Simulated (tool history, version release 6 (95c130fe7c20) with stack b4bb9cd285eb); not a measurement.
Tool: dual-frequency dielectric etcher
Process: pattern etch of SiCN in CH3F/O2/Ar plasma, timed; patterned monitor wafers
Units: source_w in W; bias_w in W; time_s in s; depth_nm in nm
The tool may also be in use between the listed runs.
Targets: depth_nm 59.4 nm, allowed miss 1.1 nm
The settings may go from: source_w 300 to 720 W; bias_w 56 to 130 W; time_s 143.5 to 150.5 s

run  hour  source_w  bias_w  time_s  depth_nm
  1     0       510      93   143.5    71.681
  2   7.6       510     103   143.5    73.592
  3  13.5       510     103   143.5    74.214
  4  14.2       480      99   143.5    71.388
  5  21.7       450      96   143.5    68.803
  6  23.2       430      94   143.5      66.6
  7  27.1       410      94   143.5    65.381
  8  28.3       390      94   143.5    63.391
  9  34.8       380      94   143.5     63.13
 10  43.6       370      94   143.5    62.714
 11  51.2       360      94   143.5    62.326
 12    59       360      94   143.5    62.264
 13  66.2       350      94   143.5    60.718
 14  66.9       350      94   143.5    61.459

Which of these 4 next moves meets every target?
  A  67.6       370      89     150         ?
  B  67.6       300      88     145         ?
  C  67.6       300      90     147         ?
  D  67.6       300      97   146.5         ?

move  depth_nm
   A    64.165
   B    56.401
   C    57.685
   D    59.214
A: further off than the last run
B: takes the result that was furthest off past its target
C: takes the result that was furthest off past its target
D: meets every target
The right move is D.
